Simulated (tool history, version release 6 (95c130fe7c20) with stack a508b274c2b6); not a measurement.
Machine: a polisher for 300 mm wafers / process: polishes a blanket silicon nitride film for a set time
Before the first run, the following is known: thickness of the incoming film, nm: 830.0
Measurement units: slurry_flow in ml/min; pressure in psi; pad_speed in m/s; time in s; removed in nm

run 1 hour=0.0 | slurry_flow=210 pressure=3.9 pad_speed=1.36 time=21 | removed=57.714
run 2 hour=8.1 | slurry_flow=210 pressure=3.9 pad_speed=1.66 time=21 | removed=68.163
run 3 hour=16.7 | slurry_flow=210 pressure=3.9 pad_speed=1.66 time=21 | removed=69.015
run 4 hour=24.0 | slurry_flow=210 pressure=4.0 pad_speed=1.66 time=21 | removed=69.458
run 5 hour=30.7 | slurry_flow=175 pressure=4.0 pad_speed=1.66 time=21 | removed=67.893
run 6 hour=33.5 | slurry_flow=180 pressure=4.1 pad_speed=1.66 time=21 | removed=69.256

Estimate the outcome of run 7 from the log above:
run 7 hour=38.5 | slurry_flow=185 pressure=4.2 pad_speed=1.66 time=21 | removed=?

Run 7 produced removed 71.157 nm.
